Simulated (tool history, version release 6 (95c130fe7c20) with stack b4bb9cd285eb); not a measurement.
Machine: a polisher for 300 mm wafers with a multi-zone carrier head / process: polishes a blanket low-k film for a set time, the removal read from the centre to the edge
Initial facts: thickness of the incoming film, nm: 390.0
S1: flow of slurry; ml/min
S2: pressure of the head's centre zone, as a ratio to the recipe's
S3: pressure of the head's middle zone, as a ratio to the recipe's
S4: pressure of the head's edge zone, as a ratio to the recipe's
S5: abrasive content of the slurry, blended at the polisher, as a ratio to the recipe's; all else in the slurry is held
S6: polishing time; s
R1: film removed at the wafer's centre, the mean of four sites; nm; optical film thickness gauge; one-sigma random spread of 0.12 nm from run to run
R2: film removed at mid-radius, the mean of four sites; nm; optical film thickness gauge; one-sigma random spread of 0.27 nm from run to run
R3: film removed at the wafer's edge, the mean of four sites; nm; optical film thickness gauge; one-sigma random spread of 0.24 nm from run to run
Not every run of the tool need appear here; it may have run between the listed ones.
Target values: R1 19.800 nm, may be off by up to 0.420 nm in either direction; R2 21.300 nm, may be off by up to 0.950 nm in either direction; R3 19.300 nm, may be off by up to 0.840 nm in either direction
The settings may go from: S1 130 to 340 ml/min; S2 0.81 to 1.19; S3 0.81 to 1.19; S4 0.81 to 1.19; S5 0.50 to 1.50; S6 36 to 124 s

run 1 hour=0.0 | S1=220 S2=1.00 S3=1.00 S4=1.00 S5=1.00 S6=79 | R1=26.575 R2=30.519 R3=29.806
run 2 hour=3.9 | S1=220 S2=0.95 S3=1.00 S4=1.00 S5=1.00 S6=79 | R1=25.151 R2=30.079 R3=29.303
run 3 hour=9.4 | S1=220 S2=0.95 S3=1.00 S4=1.00 S5=1.00 S6=62 | R1=19.868 R2=23.875 R3=23.132
run 4 hour=12.9 | S1=220 S2=1.02 S3=1.00 S4=1.00 S5=1.00 S6=62 | R1=21.366 R2=24.041 R3=23.707
run 5 hour=14.6 | S1=220 S2=1.02 S3=0.92 S4=1.00 S5=1.00 S6=62 | R1=21.042 R2=22.178 R3=23.242
run 6 hour=19.3 | S1=220 S2=1.03 S3=0.93 S4=0.95 S5=0.95 S6=62 | R1=20.921 R2=22.100 R3=22.091
run 7 hour=21.1 | S1=210 S2=1.03 S3=0.93 S4=0.91 S5=0.95 S6=62 | R1=20.761 R2=22.313 R3=21.296
run 8 hour=22.0 | S1=200 S2=1.03 S3=0.92 S4=0.89 S5=0.95 S6=62 | R1=20.715 R2=21.509 R3=20.990
run 9 hour=28.6 | S1=195 S2=1.02 S3=0.93 S4=0.87 S5=0.95 S6=62 | R1=20.388 R2=21.799 R3=21.210
-- hour=32.1 centre zone pressure recalibrated
run 10 hour=32.1 | S1=205 S2=1.02 S3=0.93 S4=0.86 S5=0.90 S6=62 | R1=22.093 R2=21.411 R3=20.448

Which of these 4 next moves meets every target?
run A hour=35.6 | S1=220 S2=0.98 S3=0.90 S4=0.88 S5=0.80 S6=69 | R1=? R2=? R3=?
run B hour=35.6 | S1=140 S2=1.02 S3=1.04 S4=0.88 S5=1.25 S6=53 | R1=? R2=? R3=?
run C hour=35.6 | S1=165 S2=0.93 S3=1.03 S4=0.84 S5=0.95 S6=65 | R1=? R2=? R3=?
run D hour=35.6 | S1=165 S2=0.92 S3=0.94 S4=0.81 S5=0.75 S6=73 | R1=? R2=? R3=?

move=A R1=23.023 R2=21.950 R3=22.154
move=B R1=19.869 R2=20.610 R3=18.921
move=C R1=20.879 R2=23.491 R3=21.071
move=D R1=21.131 R2=22.354 R3=21.254
A: the biggest miss grows against the last run
B: all results land within tolerance of their targets
C: better than the last run, though not everything is in spec
D: better than the last run, though not everything is in spec
Move B is the one to make.

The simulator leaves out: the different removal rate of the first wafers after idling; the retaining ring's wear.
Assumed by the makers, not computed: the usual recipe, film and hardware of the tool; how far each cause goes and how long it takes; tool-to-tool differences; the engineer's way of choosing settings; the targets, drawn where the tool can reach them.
